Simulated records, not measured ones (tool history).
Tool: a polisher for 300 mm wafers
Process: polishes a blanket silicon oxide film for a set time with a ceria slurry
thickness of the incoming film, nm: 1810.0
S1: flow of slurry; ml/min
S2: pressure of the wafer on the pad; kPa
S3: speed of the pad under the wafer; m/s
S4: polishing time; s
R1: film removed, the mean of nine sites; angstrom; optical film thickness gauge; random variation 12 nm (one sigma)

run    day   S1    S2    S3   S4     R1
  1      0  185  26.2  1.42  118  10820
  2  0.075  195  29.6  1.42  118  11945
  3  0.279  235  29.6  1.42  118  12236
  4  0.583  235  29.6  1.42  118  12487
  5  0.617  240  32.4  1.42  118  13411
  6  0.896  240  32.4  1.18  118  11123

Forecast run 7:
  7  1.208  240  35.2  1.24  118   ?

Run 7 gave R1 12477 angstrom.
